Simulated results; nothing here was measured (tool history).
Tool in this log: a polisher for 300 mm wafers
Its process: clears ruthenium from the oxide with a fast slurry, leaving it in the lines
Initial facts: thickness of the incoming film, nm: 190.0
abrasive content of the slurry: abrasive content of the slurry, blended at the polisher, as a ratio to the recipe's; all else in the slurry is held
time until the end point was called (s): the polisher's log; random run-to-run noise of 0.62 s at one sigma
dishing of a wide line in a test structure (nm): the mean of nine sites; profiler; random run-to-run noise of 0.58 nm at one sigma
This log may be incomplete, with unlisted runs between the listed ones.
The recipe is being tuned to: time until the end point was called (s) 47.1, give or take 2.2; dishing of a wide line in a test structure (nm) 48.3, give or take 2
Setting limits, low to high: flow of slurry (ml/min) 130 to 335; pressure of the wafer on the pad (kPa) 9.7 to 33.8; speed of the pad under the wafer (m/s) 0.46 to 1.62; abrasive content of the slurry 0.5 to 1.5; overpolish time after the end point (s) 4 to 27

| run | hour | flow of slurry (ml/min) | pressure of the wafer on the pad (kPa) | speed of the pad under the wafer (m/s) | abrasive content of the slurry | overpolish time after the end point (s) | time until the end point was called (s) | dishing of a wide line in a test structure (nm) |
|---|---|---|---|---|---|---|---|---|
| 1 | 0 | 215 | 21.4 | 1.04 | 1 | 14 | 40.737 | 54.591 |
| 2 | 7.3 | 215 | 21.4 | 1.04 | 1 | 18 | 41.242 | 67.2 |
| 3 | 8.4 | 215 | 21.4 | 1.04 | 1 | 14 | 40.914 | 54.448 |
| 4 | 11 | 215 | 20.7 | 1.04 | 1 | 14 | 42.072 | 52.94 |
|  | 16.5 | worn pad replaced by a new one |
| 5 | 16.5 | 215 | 24.1 | 1.04 | 1 | 14 | 35.28 | 62.961 |
| 6 | 23.2 | 215 | 24.1 | 1.04 | 0.9 | 14 | 37.224 | 58.037 |
| 7 | 30.5 | 215 | 22.8 | 1.04 | 0.9 | 14 | 38.629 | 56.406 |
| 8 | 35.6 | 215 | 22.8 | 1.04 | 0.9 | 14 | 39.607 | 56.383 |

Exercise: of the 4 proposed moves below, exactly one satisfies all targets within the stated allowed misses. Which move is it?
| A | 40.7 | 235 | 24.8 | 0.78 | 0.75 | 14 | ? | ? |
| B | 40.7 | 225 | 18.6 | 1 | 0.85 | 12 | ? | ? |
| C | 40.7 | 205 | 21.4 | 1.08 | 0.65 | 14 | ? | ? |
| D | 40.7 | 225 | 18.6 | 0.78 | 1.1 | 14 | ? | ? |

| move | time until the end point was called (s) | dishing of a wide line in a test structure (nm) |
|---|---|---|
| A | 53.494 | 43.192 |
| B | 47.516 | 41.831 |
| C | 47.746 | 47.794 |
| D | 53.247 | 43.372 |
A: moves the result that the last run missed by most past its target, out the other side
B: moves the result that the last run missed by most past its target, out the other side
C: hits every target within its allowed miss
D: moves the result that the last run missed by most past its target, out the other side
So the answer is move C, the one that meets all the targets.

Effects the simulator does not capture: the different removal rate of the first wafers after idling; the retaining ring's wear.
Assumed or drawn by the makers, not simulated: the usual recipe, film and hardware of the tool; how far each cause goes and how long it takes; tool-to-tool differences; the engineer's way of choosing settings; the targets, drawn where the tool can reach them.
